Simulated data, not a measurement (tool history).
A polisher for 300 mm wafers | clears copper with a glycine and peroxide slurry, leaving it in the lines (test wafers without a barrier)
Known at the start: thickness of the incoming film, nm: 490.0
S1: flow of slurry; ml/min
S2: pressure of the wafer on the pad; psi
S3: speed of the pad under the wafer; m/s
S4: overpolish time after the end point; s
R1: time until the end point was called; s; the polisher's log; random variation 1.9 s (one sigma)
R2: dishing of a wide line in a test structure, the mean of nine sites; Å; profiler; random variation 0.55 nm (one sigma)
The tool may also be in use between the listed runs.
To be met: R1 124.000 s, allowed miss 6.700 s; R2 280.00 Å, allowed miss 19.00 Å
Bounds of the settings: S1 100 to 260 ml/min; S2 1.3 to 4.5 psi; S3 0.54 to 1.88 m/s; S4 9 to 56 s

run  hour   S1   S2    S3  S4       R1       R2
  1   0.0  165  2.9  1.20  29   71.253  1123.70
  2   8.3  165  2.2  1.20  29   90.685   966.67
  3  17.2  165  2.7  1.20  29   76.567  1099.40
  4  25.8  150  2.3  1.16  24   91.835   839.82
  5  29.4  150  1.7  1.16  24  113.480   690.26
  6  35.4  150  1.3  1.16  24  140.940   594.37
  7  36.0  100  1.3  1.22  10  148.260   257.33
  8  37.5  100  1.4  1.24  10  137.970   273.71
  9  40.7  100  1.4  1.26  10  137.920   267.80
 10  43.9  100  1.4  1.28  10  138.620   265.16
 11  48.4  100  1.4  1.30  10  138.480   283.75
 12  49.2  150  1.7  1.22   9  110.590   305.00
 13  54.8  140  1.7  1.22   9  110.880   311.49
 14  59.5  170  1.3  1.20   9  138.500   257.93
 15  65.5  170  1.6  1.24   9  111.920   296.10
 16  71.3  165  1.4  1.24  10  122.030   304.27
 17  75.6  160  1.4  1.26  10  123.530   301.16
 18  83.7  155  1.4  1.28  10  124.210   299.23
 19  84.9  150  1.4  1.30  10  124.070   304.04

Which of these 4 next moves meets every target?
  A  86.1  160  1.3  1.38  11   ?   ?
  B  86.1  135  1.6  1.16   9   ?   ?
  C  86.1  150  1.5  1.10  12   ?   ?
  D  86.1  135  1.8  1.24   9   ?   ?

move       R1      R2
   A  125.480  323.37
   B  122.060  278.66
   C  128.950  343.63
   D  107.380  313.54
A: further off than the last run
B: meets every target
C: further off than the last run
D: further off than the last run
Answer: B
